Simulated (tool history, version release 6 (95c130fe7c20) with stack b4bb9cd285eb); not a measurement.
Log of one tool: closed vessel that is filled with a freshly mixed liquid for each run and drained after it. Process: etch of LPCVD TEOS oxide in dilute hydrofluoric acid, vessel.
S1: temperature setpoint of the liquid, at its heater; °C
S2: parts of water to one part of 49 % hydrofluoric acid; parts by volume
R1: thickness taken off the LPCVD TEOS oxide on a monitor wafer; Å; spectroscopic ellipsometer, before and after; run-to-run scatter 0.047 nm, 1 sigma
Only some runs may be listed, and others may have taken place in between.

Run 1, hour 0.0: S1 25.0 °C, S2 195 parts by volume, time in the liquid (s) 120. Result: R1 159.99 Å.
Run 2, hour 6.5: S1 25.0 °C, S2 220 parts by volume, time in the liquid (s) 120. Result: R1 139.43 Å.
Run 3, hour 14.9: S1 22.5 °C, S2 235 parts by volume, time in the liquid (s) 120. Result: R1 116.47 Å.
Run 4, hour 23.9: S1 24.5 °C, S2 235 parts by volume, time in the liquid (s) 120. Result: R1 124.67 Å.
Run 5, hour 31.1: S1 28.0 °C, S2 235 parts by volume, time in the liquid (s) 120. Result: R1 143.15 Å.
Run 6, hour 37.1: S1 28.0 °C, S2 200 parts by volume, time in the liquid (s) 120. Result: R1 173.15 Å.

Estimate the outcome of run 7 from the log above:
Run 7, hour 38.3: S1 24.5 °C, S2 220 parts by volume, time in the liquid (s) 120. Result: R1 ?.

R1: 136.39 Å

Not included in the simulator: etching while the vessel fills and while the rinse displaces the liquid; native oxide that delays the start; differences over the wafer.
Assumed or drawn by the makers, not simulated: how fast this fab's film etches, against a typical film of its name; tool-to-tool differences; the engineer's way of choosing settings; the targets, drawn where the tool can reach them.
